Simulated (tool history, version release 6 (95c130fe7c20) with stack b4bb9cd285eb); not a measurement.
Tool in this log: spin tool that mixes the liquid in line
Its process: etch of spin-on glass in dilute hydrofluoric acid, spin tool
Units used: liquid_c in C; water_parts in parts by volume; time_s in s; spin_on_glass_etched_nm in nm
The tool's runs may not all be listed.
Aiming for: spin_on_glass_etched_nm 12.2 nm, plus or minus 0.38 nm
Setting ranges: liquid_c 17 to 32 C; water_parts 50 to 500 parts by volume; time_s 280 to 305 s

| run | hour | liquid_c | water_parts | time_s | spin_on_glass_etched_nm |
|---|---|---|---|---|---|
| 1 | 0 | 24 | 275 | 280 | 26.319 |
| 2 | 3.5 | 23 | 295 | 280 | 23.289 |
| 3 | 7 | 21 | 295 | 280 | 21.979 |
| 4 | 13.4 | 21 | 230 | 280 | 29.818 |
| 5 | 18 | 19.5 | 230 | 280 | 28.054 |
| 6 | 23.7 | 19.5 | 310 | 280 | 19.206 |
| 7 | 29.9 | 19 | 325 | 280 | 18.074 |
| 8 | 37.9 | 18.5 | 340 | 280 | 16.476 |
| 9 | 42.2 | 18.5 | 350 | 280 | 15.95 |
| 10 | 43 | 18.5 | 360 | 280 | 15.677 |
| 11 | 45.4 | 18.5 | 370 | 280 | 14.818 |

Of the 5 settings listed for the next run, only one would bring every result within its allowed miss of target. Which one?
| A | 47.8 | 17 | 335 | 300 | ? |
| B | 47.8 | 19 | 400 | 280 | ? |
| C | 47.8 | 17.5 | 320 | 305 | ? |
| D | 47.8 | 17 | 410 | 280 | ? |
| E | 47.8 | 17 | 315 | 300 | ? |

| move | spin_on_glass_etched_nm |
|---|---|
| A | 16.92 |
| B | 13.489 |
| C | 18.575 |
| D | 12.16 |
| E | 18.292 |
A: further off than the last run
B: an improvement on the last run, though not all results are within tolerance
C: further off than the last run
D: all results land within tolerance of their targets
E: further off than the last run
The move that meets every target is D.

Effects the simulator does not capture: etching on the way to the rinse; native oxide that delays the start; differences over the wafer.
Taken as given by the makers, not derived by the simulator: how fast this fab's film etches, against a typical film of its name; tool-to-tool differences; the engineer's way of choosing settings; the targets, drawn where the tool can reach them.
